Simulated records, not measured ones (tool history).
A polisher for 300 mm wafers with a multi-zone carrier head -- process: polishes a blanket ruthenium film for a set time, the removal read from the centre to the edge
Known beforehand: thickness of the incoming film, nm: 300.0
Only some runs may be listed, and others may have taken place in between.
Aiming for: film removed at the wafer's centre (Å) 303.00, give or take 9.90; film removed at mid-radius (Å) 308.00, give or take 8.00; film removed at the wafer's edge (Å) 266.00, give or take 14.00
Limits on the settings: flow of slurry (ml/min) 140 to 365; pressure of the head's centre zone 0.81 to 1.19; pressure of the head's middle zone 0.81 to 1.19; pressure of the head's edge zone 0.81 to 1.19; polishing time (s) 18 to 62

run	hour	flow of slurry (ml/min)	pressure of the head's centre zone	pressure of the head's middle zone	pressure of the head's edge zone	polishing time (s)	film removed at the wafer's centre (Å)	film removed at mid-radius (Å)	film removed at the wafer's edge (Å)
1	0.0	235	1.00	1.00	1.00	40	320.29	340.90	326.60
2	6.4	230	1.01	1.00	0.97	39	318.63	328.82	312.94
3	8.5	225	1.01	1.01	0.94	38	309.10	316.26	302.43
4	11.2	230	1.02	1.03	0.92	37	308.89	317.79	296.35
5	14.3	230	1.10	1.03	0.92	37	330.31	319.92	294.80
6	16.6	210	1.10	1.03	0.92	37	323.50	311.87	291.23
7	23.7	210	1.10	1.04	0.90	37	327.80	320.45	282.34
8	30.0	200	1.09	1.04	0.90	37	318.39	315.21	289.51

Which single option among these 5 for the next run brings every result within its allowed miss of target? Just one does.
A	36.3	140	1.05	1.03	0.94	39	?	?	?
B	36.3	200	1.15	0.97	0.81	36	?	?	?
C	36.3	175	1.10	1.04	0.94	39	?	?	?
D	36.3	190	1.08	1.16	0.85	36	?	?	?
E	36.3	235	1.09	1.09	0.90	34	?	?	?

move	film removed at the wafer's centre (Å)	film removed at mid-radius (Å)	film removed at the wafer's edge (Å)
A	298.26	306.03	293.15
B	324.15	286.29	265.37
C	328.03	322.01	302.38
D	302.03	330.89	268.81
E	297.57	305.27	266.73
A: the biggest miss grows against the last run
B: the worst result of the last run now meets its target, but another is out of spec
C: the biggest miss grows against the last run
D: the worst result of the last run now meets its target, but another is out of spec
E: in spec on every target
Go with E: it meets all targets.
